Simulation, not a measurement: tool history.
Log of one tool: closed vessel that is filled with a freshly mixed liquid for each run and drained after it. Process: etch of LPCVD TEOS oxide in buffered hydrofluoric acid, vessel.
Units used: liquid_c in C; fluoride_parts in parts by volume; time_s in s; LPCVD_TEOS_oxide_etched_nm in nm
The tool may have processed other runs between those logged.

| run | hour | liquid_c | fluoride_parts | time_s | LPCVD_TEOS_oxide_etched_nm |
|---|---|---|---|---|---|
| 1 | 0 | 21 | 16 | 85 | 144.39 |
| 2 | 9.2 | 21.5 | 16 | 85 | 147.45 |
| 3 | 11.1 | 21.5 | 16 | 85 | 147.15 |
| 4 | 19.2 | 21.5 | 16 | 85 | 148.51 |
| 5 | 26 | 22 | 16 | 85 | 151.04 |
| 6 | 33.5 | 22.5 | 16 | 85 | 154.02 |
| 7 | 41.5 | 23 | 16 | 85 | 161.72 |
| 8 | 45.9 | 23.5 | 16 | 85 | 165.39 |
| 9 | 49.5 | 24 | 16 | 85 | 168.64 |

Run 10 comes next. What will it give?
| 10 | 53.7 | 24.5 | 16 | 85 | ? |

{"run 10": {"LPCVD_TEOS_oxide_etched_nm": 172.41}}
